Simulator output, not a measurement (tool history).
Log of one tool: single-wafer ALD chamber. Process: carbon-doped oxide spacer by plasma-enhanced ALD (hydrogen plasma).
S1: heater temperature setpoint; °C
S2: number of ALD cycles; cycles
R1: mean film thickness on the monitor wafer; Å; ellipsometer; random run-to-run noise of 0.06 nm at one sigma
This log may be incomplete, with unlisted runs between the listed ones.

Run 1, hour 0.0: S1 400 °C, S2 347 cycles. Result: R1 177.61 Å.
Run 2, hour 7.4: S1 400 °C, S2 323 cycles. Result: R1 165.18 Å.
Run 3, hour 11.9: S1 394 °C, S2 323 cycles. Result: R1 165.50 Å.
Run 4, hour 20.0: S1 394 °C, S2 341 cycles. Result: R1 174.18 Å.
Run 5, hour 22.3: S1 394 °C, S2 354 cycles. Result: R1 180.93 Å.
Run 6, hour 24.0: S1 394 °C, S2 363 cycles. Result: R1 186.09 Å.
At hour 29.3: thermocouple changed; heater temperature recalibrated.
Run 7, hour 29.3: S1 394 °C, S2 368 cycles. Result: R1 188.19 Å.
Run 8, hour 33.9: S1 394 °C, S2 372 cycles. Result: R1 189.19 Å.

Predict the results of run 9:
Run 9, hour 42.2: S1 394 °C, S2 376 cycles. Result: R1 ?.

Logged for run 9: R1 192.50 Å.
